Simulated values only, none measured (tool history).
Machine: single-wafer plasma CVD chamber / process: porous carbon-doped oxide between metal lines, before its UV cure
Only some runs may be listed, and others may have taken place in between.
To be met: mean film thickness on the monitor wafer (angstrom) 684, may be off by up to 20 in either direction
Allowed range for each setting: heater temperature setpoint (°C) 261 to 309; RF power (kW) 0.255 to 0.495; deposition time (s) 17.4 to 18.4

| run | day | heater temperature setpoint (°C) | RF power (kW) | deposition time (s) | mean film thickness on the monitor wafer (angstrom) |
|---|---|---|---|---|---|
| 1 | 0 | 285 | 0.375 | 18.4 | 928.96 |
| 2 | 0.258 | 294 | 0.375 | 18.4 | 874.54 |
| 3 | 0.596 | 284 | 0.375 | 18.4 | 938.41 |
| 4 | 0.812 | 284 | 0.35 | 18.4 | 874.99 |
| 5 | 1.162 | 273 | 0.35 | 18.4 | 947.84 |
| 6 | 1.367 | 273 | 0.35 | 17.4 | 894.96 |
| 7 | 1.492 | 276 | 0.345 | 17.4 | 865.48 |
| 8 | 1.775 | 279 | 0.34 | 17.4 | 834.86 |

Below are 4 possible settings for the next run. Only one of them brings all results inside the allowed miss of their targets. Which is it?
| A | 2.058 | 271 | 0.39 | 18.4 | ? |
| B | 2.058 | 272 | 0.415 | 18.4 | ? |
| C | 2.058 | 287 | 0.335 | 17.4 | ? |
| D | 2.058 | 281 | 0.285 | 17.4 | ? |

| move | mean film thickness on the monitor wafer (angstrom) |
|---|---|
| A | 1067.9 |
| B | 1122.7 |
| C | 776.25 |
| D | 684.16 |
A: its largest miss is bigger than the last run's
B: its largest miss is bigger than the last run's
C: gains on the last run, yet a result remains outside its allowed miss
D: all results in spec
D meets every target.

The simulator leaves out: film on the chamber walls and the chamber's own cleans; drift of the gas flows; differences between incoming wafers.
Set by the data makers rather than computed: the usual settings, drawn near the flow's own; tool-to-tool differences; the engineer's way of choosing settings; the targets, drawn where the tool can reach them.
